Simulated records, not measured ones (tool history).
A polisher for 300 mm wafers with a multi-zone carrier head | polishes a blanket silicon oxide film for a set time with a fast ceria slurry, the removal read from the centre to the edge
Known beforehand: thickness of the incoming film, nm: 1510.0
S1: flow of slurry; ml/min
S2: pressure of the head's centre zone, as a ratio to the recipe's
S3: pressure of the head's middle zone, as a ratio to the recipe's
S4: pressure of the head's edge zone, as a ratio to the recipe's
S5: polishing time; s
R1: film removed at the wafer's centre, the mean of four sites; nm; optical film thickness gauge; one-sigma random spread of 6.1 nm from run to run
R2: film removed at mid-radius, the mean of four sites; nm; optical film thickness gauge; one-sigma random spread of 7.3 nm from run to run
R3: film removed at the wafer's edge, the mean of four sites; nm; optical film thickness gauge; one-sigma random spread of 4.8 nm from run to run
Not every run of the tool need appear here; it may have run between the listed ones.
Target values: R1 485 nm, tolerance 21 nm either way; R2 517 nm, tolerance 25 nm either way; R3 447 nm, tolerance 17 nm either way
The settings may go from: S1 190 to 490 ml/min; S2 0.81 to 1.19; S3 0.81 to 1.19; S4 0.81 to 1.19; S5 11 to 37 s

| run | hour | S1 | S2 | S3 | S4 | S5 | R1 | R2 | R3 |
|---|---|---|---|---|---|---|---|---|---|
| 1 | 0 | 315 | 1 | 1 | 1 | 24 | 647.24 | 643.51 | 660.56 |
| 2 | 3.6 | 315 | 1.01 | 1.02 | 0.97 | 22 | 594.7 | 597.34 | 588.9 |
| 3 | 11.6 | 380 | 1.01 | 1.02 | 0.97 | 22 | 612.28 | 595.7 | 588.03 |
| 4 | 13.3 | 380 | 1.09 | 1.02 | 0.97 | 22 | 651.14 | 606.49 | 591.21 |
| 5 | 20 | 420 | 1.09 | 1.02 | 0.97 | 22 | 659.71 | 603.33 | 599.46 |
| 6 | 21 | 420 | 1.17 | 1.02 | 0.97 | 22 | 731.75 | 614.91 | 585.53 |
| 7 | 28.4 | 415 | 1.14 | 1.04 | 0.94 | 21 | 662.78 | 590.17 | 562.24 |
| 8 | 35.3 | 410 | 1.13 | 1.07 | 0.92 | 20 | 621.02 | 559.59 | 530.88 |
| 9 | 40.1 | 380 | 1.11 | 1.1 | 0.89 | 19 | 578.45 | 564.36 | 484.05 |
| 10 | 46.6 | 380 | 1.08 | 1.1 | 0.88 | 19 | 568.87 | 558.88 | 486.86 |
| 11 | 51.1 | 375 | 1.06 | 1.1 | 0.87 | 19 | 556.55 | 565.1 | 487.47 |
| 12 | 52.6 | 370 | 1.05 | 1.1 | 0.87 | 19 | 558.11 | 550.81 | 487.72 |
| 13 | 57.8 | 365 | 0.95 | 1.13 | 0.82 | 17 | 453.94 | 514.13 | 420.92 |

5 next moves are on the table. One of them brings every result within its allowed miss. Which?
| A | 63 | 375 | 0.96 | 1.16 | 0.81 | 17 | ? | ? | ? |
| B | 63 | 400 | 1.04 | 1.05 | 0.81 | 18 | ? | ? | ? |
| C | 63 | 335 | 0.92 | 1.11 | 0.86 | 18 | ? | ? | ? |
| D | 63 | 320 | 0.98 | 1.07 | 0.81 | 18 | ? | ? | ? |
| E | 63 | 350 | 1.07 | 1.08 | 0.82 | 18 | ? | ? | ? |

| move | R1 | R2 | R3 |
|---|---|---|---|
| A | 442.49 | 518.07 | 421.14 |
| B | 509.82 | 505.57 | 448.03 |
| C | 444.9 | 524.15 | 455.47 |
| D | 472.32 | 506.16 | 442.68 |
| E | 519.68 | 513.2 | 447.18 |
A: misses by more than the last run did
B: puts the biggest miss on target and leaves a different result outside tolerance
C: puts the biggest miss on target and leaves a different result outside tolerance
D: all results land within tolerance of their targets
E: puts the biggest miss on target and leaves a different result outside tolerance
So the answer is move D, the one that meets all the targets.

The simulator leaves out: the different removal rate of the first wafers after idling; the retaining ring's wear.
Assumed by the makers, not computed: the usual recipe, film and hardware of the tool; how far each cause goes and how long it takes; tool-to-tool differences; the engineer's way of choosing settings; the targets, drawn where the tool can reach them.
